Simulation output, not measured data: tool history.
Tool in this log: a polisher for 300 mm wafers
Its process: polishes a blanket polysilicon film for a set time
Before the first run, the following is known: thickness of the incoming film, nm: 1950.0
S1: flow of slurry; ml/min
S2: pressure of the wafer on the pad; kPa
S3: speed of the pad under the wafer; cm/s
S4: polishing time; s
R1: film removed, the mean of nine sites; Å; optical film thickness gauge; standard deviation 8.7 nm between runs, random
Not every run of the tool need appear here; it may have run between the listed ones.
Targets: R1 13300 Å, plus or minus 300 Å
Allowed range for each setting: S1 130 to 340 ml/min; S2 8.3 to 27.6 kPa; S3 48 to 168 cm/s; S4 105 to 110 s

Run 1, day 0: S1 220 ml/min, S2 17.9 kPa, S3 108 cm/s, S4 105 s. Result: R1 7075.7 Å.
Run 2, day 0.158: S1 220 ml/min, S2 17.9 kPa, S3 108 cm/s, S4 110 s. Result: R1 7375 Å.
Run 3, day 0.525: S1 225 ml/min, S2 19.3 kPa, S3 108 cm/s, S4 110 s. Result: R1 8044.9 Å.
Run 4, day 0.846: S1 225 ml/min, S2 19.3 kPa, S3 108 cm/s, S4 110 s. Result: R1 7897.1 Å.
Run 5, day 0.929: S1 255 ml/min, S2 19.3 kPa, S3 108 cm/s, S4 110 s. Result: R1 8130.7 Å.
Run 6, day 1.05: S1 255 ml/min, S2 23.4 kPa, S3 108 cm/s, S4 110 s. Result: R1 9674.1 Å.
Run 7, day 1.304: S1 260 ml/min, S2 24.1 kPa, S3 110 cm/s, S4 110 s. Result: R1 10266 Å.
Run 8, day 1.338: S1 260 ml/min, S2 24.8 kPa, S3 112 cm/s, S4 110 s. Result: R1 10745 Å.
Run 9, day 1.5: S1 260 ml/min, S2 25.5 kPa, S3 114 cm/s, S4 110 s. Result: R1 11143 Å.
Run 10, day 1.712: S1 285 ml/min, S2 27.6 kPa, S3 122 cm/s, S4 110 s. Result: R1 12819 Å.

Next run, 5 choices. One meets every target within its allowed miss, the rest don't. Which?
Run A, day 1.925: S1 290 ml/min, S2 27.6 kPa, S3 126 cm/s, S4 110 s. Result: R1 ?.
Run B, day 1.925: S1 315 ml/min, S2 27.6 kPa, S3 124 cm/s, S4 105 s. Result: R1 ?.
Run C, day 1.925: S1 275 ml/min, S2 27.6 kPa, S3 120 cm/s, S4 107 s. Result: R1 ?.
Run D, day 1.925: S1 285 ml/min, S2 26.9 kPa, S3 126 cm/s, S4 106 s. Result: R1 ?.
Run E, day 1.925: S1 270 ml/min, S2 26.9 kPa, S3 128 cm/s, S4 107 s. Result: R1 ?.

move     R1
   A  13258
   B  12586
   C  12326
   D  12442
   E  12654
A: every result lands within tolerance
B: further off than the last run
C: further off than the last run
D: further off than the last run
E: further off than the last run
A meets every target.
